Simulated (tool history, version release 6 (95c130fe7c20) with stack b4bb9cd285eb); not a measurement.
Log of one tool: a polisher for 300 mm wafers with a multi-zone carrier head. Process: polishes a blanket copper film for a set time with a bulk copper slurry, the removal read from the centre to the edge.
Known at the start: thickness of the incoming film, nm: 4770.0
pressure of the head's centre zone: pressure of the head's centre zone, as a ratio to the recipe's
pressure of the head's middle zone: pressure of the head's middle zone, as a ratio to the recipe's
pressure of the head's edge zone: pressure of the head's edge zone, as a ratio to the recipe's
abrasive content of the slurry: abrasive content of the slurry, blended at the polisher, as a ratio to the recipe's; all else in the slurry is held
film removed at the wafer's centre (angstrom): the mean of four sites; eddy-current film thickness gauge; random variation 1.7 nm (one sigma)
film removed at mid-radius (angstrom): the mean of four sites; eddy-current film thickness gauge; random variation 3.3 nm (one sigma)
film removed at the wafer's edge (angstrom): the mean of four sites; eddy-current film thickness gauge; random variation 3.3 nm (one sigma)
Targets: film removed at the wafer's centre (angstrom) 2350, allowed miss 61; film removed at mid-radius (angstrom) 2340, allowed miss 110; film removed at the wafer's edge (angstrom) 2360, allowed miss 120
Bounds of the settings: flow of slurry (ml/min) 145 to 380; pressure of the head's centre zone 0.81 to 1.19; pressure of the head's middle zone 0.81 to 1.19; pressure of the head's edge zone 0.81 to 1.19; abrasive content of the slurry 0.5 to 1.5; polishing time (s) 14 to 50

run,hour,flow of slurry (ml/min),pressure of the head's centre zone,pressure of the head's middle zone,pressure of the head's edge zone,abrasive content of the slurry,polishing time (s),film removed at the wafer's centre (angstrom),film removed at mid-radius (angstrom),film removed at the wafer's edge (angstrom)
1,0,245,1,1,1,1,32,4174.3,4249.9,4316.3
2,8.9,245,0.99,0.98,0.97,0.9,29,3704.6,3722.9,3805.3
3,17.8,245,0.99,0.98,0.97,1,29,3825.8,3833.9,3905.5
4,23.6,245,0.99,0.98,0.97,1.1,29,3847.3,3952.1,3860.7
5,24.8,245,0.98,0.97,0.94,1,26,3331.9,3405.7,3477.1
6,30.8,245,0.98,0.97,0.94,1.2,26,3471.7,3477.7,3491.7
7,33.6,260,1.02,0.96,0.86,0.95,17,2275.1,2174.1,2224.9
8,38,260,1.02,0.97,0.87,0.95,17,2271.1,2152.9,2123.4
9,46.9,260,1.01,0.97,0.89,0.95,17,2224.6,2206.4,2224.8
10,50,260,1.01,0.97,0.9,1,17,2281.4,2181.5,2239.7
11,57.2,260,1,0.97,0.9,1.05,17,2279.5,2222.3,2229.7
12,64.4,260,0.99,0.97,0.9,1.1,17,2239.3,2253.7,2283.5

Which of these 4 next moves meets every target?
A,71.6,230,0.97,0.95,0.85,1.25,18,?,?,?
B,71.6,370,0.97,1.11,0.89,1.2,17,?,?,?
C,71.6,275,0.91,1.01,0.9,1.05,17,?,?,?
D,71.6,275,1.06,1.07,0.81,1.15,16,?,?,?

move,film removed at the wafer's centre (angstrom),film removed at mid-radius (angstrom),film removed at the wafer's edge (angstrom)
A,2360.2,2367.7,2368.8
B,2333.1,2633.4,2329.4
C,2071.7,2320.7,2238
D,2312.3,2323.2,2072.4
A: meets every target
B: brings the result that was furthest off to its target, and leaves another outside
C: further off than the last run
D: brings the result that was furthest off to its target, and leaves another outside
The right move is A.

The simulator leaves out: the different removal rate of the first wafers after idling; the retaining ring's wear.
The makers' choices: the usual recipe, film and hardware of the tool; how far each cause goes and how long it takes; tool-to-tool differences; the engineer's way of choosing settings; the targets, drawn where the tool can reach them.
